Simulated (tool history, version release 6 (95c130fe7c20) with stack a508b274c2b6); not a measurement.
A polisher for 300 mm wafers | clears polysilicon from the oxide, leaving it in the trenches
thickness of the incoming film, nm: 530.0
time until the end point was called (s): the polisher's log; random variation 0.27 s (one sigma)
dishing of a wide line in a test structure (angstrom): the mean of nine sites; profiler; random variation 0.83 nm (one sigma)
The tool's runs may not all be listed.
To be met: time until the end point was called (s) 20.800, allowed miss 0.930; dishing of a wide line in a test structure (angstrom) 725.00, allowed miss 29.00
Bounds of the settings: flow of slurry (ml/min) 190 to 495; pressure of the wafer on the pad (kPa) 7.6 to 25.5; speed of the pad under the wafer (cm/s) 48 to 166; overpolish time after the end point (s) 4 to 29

run,hour,flow of slurry (ml/min),pressure of the wafer on the pad (kPa),speed of the pad under the wafer (cm/s),overpolish time after the end point (s),time until the end point was called (s),dishing of a wide line in a test structure (angstrom)
1,0.0,320,16.5,106,15,32.294,713.99
2,2.9,320,18.6,108,14,29.371,708.67
3,9.2,375,18.6,108,14,29.297,727.95
4,14.5,375,18.6,96,14,32.135,708.21
5,20.1,445,18.6,96,14,31.938,702.57
6,21.5,445,18.6,96,18,32.453,725.94
7,26.9,445,20.7,100,16,28.069,704.75
8,28.2,440,22.1,104,18,25.839,739.27
9,34.1,445,22.8,106,17,24.593,727.80
10,35.6,445,23.4,108,17,23.503,734.89
11,39.2,445,24.1,110,16,22.754,729.55

Which of these 4 next moves meets every target?
A,42.8,445,23.4,106,17,?,?
B,42.8,470,21.4,108,18,?,?
C,42.8,350,20.0,112,19,?,?
D,42.8,440,25.5,114,13,?,?

move,time until the end point was called (s),dishing of a wide line in a test structure (angstrom)
A,24.187,740.17
B,25.587,740.19
C,26.663,740.41
D,20.983,737.15
A: further off than the last run
B: further off than the last run
C: further off than the last run
D: meets every target
Move D is the one to make.
